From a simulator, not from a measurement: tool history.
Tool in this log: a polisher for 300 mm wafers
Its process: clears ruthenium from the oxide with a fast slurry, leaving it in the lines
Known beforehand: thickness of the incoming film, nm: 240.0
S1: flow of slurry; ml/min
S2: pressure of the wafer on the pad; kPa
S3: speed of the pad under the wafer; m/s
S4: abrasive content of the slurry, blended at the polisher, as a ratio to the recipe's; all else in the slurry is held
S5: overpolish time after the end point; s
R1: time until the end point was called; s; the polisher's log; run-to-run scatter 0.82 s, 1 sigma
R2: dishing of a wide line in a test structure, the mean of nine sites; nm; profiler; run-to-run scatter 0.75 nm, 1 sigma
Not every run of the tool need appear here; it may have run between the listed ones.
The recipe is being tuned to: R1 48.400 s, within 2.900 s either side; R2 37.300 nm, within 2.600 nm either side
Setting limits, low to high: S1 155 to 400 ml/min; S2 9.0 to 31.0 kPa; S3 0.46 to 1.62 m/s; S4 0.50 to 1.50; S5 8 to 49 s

{"run": 1, "day": 0.0, "S1": 255, "S2": 20.0, "S3": 1.04, "S4": 1.0, "S5": 25, "R1": 48.047, "R2": 56.342}
{"run": 2, "day": 0.138, "S1": 255, "S2": 20.0, "S3": 1.04, "S4": 1.0, "S5": 33, "R1": 48.328, "R2": 63.007}
{"run": 3, "day": 0.346, "S1": 255, "S2": 24.1, "S3": 1.04, "S4": 1.0, "S5": 33, "R1": 43.096, "R2": 65.612}
{"run": 4, "day": 0.417, "S1": 255, "S2": 24.8, "S3": 1.0, "S4": 1.0, "S5": 29, "R1": 43.183, "R2": 60.143}
{"run": 5, "day": 0.492, "S1": 280, "S2": 24.8, "S3": 1.0, "S4": 1.0, "S5": 29, "R1": 42.721, "R2": 62.398}
{"run": 6, "day": 0.796, "S1": 280, "S2": 24.8, "S3": 1.0, "S4": 1.0, "S5": 38, "R1": 42.76, "R2": 66.273}
{"run": 7, "day": 0.942, "S1": 300, "S2": 25.5, "S3": 0.92, "S4": 1.05, "S5": 34, "R1": 44.762, "R2": 65.414}
{"run": 8, "day": 0.971, "S1": 280, "S2": 26.2, "S3": 0.92, "S4": 0.95, "S5": 30, "R1": 45.281, "R2": 62.772}
{"run": 9, "day": 1.158, "S1": 260, "S2": 24.1, "S3": 0.96, "S4": 1.05, "S5": 27, "R1": 45.306, "R2": 60.409}
{"run": 10, "day": 1.508, "S1": 265, "S2": 22.8, "S3": 1.02, "S4": 0.95, "S5": 24, "R1": 46.474, "R2": 57.07}
{"run": 11, "day": 1.554, "S1": 250, "S2": 22.8, "S3": 1.04, "S4": 0.9, "S5": 22, "R1": 45.792, "R2": 55.08}
{"run": 12, "day": 1.808, "S1": 235, "S2": 22.8, "S3": 1.06, "S4": 0.85, "S5": 20, "R1": 46.596, "R2": 50.139}
{"run": 13, "day": 1.883, "S1": 225, "S2": 22.8, "S3": 1.06, "S4": 0.8, "S5": 18, "R1": 49.876, "R2": 49.189}
{"run": 14, "day": 2.088, "S1": 215, "S2": 23.4, "S3": 1.06, "S4": 0.75, "S5": 17, "R1": 51.07, "R2": 45.336}
{"run": 15, "day": 2.142, "S1": 205, "S2": 24.1, "S3": 1.06, "S4": 0.75, "S5": 16, "R1": 48.0, "R2": 43.393}
{"run": 16, "day": 2.321, "S1": 200, "S2": 24.1, "S3": 1.06, "S4": 0.75, "S5": 15, "R1": 50.881, "R2": 41.852}
{"run": 17, "day": 2.471, "S1": 200, "S2": 24.1, "S3": 1.06, "S4": 0.75, "S5": 15, "R1": 49.2, "R2": 43.945}
{"run": 18, "day": 2.633, "S1": 195, "S2": 24.8, "S3": 1.06, "S4": 0.75, "S5": 14, "R1": 47.807, "R2": 41.169}
{"run": 19, "day": 2.812, "S1": 190, "S2": 24.8, "S3": 1.04, "S4": 0.75, "S5": 9, "R1": 49.674, "R2": 30.327}
{"run": 20, "day": 2.95, "S1": 200, "S2": 24.8, "S3": 1.06, "S4": 0.7, "S5": 14, "R1": 50.733, "R2": 42.064}

Below are 4 possible settings for the next run. Only one of them brings all results inside the allowed miss of their targets. Which is it?
{"run": "A", "day": 3.088, "S1": 235, "S2": 22.8, "S3": 1.08, "S4": 0.65, "S5": 18, "R1": "?", "R2": "?"}
{"run": "B", "day": 3.088, "S1": 195, "S2": 25.5, "S3": 1.06, "S4": 0.7, "S5": 12, "R1": "?", "R2": "?"}
{"run": "C", "day": 3.088, "S1": 155, "S2": 24.8, "S3": 0.9, "S4": 0.85, "S5": 15, "R1": "?", "R2": "?"}
{"run": "D", "day": 3.088, "S1": 195, "S2": 22.8, "S3": 1.24, "S4": 0.5, "S5": 21, "R1": "?", "R2": "?"}

move=A R1=52.735 R2=46.103
move=B R1=49.079 R2=37.335
move=C R1=55.996 R2=39.686
move=D R1=53.494 R2=49.822
A: lands further from the targets than the last run did
B: all results in spec
C: brings the last run's worst result on target, with another outside its allowed miss
D: lands further from the targets than the last run did
Move B is the one to make.

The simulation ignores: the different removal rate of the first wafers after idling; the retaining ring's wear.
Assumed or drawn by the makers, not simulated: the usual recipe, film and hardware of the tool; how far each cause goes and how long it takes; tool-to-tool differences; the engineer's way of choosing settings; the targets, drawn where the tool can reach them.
